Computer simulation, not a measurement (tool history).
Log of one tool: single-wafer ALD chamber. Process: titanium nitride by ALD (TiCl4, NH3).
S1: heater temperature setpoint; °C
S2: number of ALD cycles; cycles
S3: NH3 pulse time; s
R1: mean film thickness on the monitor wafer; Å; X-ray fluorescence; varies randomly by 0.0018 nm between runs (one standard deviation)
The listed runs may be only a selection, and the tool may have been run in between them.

| run | day | S1 | S2 | S3 | R1 |
|---|---|---|---|---|---|
| 1 | 0 | 420 | 32 | 2.81 | 7.0954 |
| 2 | 0.217 | 420 | 32 | 3.09 | 7.1268 |
| 3 | 0.442 | 417 | 31 | 2.39 | 6.8474 |
| 4 | 0.479 | 416 | 31 | 2.08 | 6.7539 |
| 5 | 0.821 | 416 | 31 | 2.03 | 6.7952 |
| 6 | 1 | 406 | 31 | 2.03 | 6.7726 |
| 7 | 1.088 | 406 | 31 | 1.92 | 6.756 |

Forecast run 8:
| 8 | 1.317 | 406 | 31 | 1.85 | ? |

R1: 6.7501 Å
